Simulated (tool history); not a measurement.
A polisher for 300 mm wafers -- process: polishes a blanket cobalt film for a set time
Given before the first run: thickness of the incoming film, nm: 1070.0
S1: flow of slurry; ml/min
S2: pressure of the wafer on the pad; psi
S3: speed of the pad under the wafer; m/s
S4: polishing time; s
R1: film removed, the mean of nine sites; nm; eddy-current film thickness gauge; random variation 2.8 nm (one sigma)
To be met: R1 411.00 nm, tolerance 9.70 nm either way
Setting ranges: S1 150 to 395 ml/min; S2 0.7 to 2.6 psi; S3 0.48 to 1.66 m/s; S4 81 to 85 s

run,hour,S1,S2,S3,S4,R1
1,0.0,250,1.6,1.06,81,300.13
2,4.0,250,1.3,1.06,81,261.10
3,7.6,250,1.3,1.06,85,278.08
4,12.5,255,1.5,1.06,85,304.77
5,16.1,255,1.7,1.06,85,327.22
6,22.2,255,1.7,1.06,85,329.84
7,30.9,255,1.8,1.06,85,339.98
8,36.0,255,1.9,1.06,85,357.63
9,43.0,255,2.0,1.06,85,370.51
10,45.3,290,2.2,1.06,85,395.57

Exactly one of the 5 candidate moves below puts every result within its allowed miss. Which one?
A,47.6,215,2.1,1.14,81,?
B,47.6,215,2.2,1.04,85,?
C,47.6,255,2.2,1.06,83,?
D,47.6,275,2.3,1.12,81,?
E,47.6,260,2.5,0.92,82,?

move,R1
A,375.59
B,376.65
C,381.96
D,406.58
E,368.32
A: moves away from the targets compared with the last run
B: moves away from the targets compared with the last run
C: moves away from the targets compared with the last run
D: hits every target within its allowed miss
E: moves away from the targets compared with the last run
So the answer is move D, the one that meets all the targets.

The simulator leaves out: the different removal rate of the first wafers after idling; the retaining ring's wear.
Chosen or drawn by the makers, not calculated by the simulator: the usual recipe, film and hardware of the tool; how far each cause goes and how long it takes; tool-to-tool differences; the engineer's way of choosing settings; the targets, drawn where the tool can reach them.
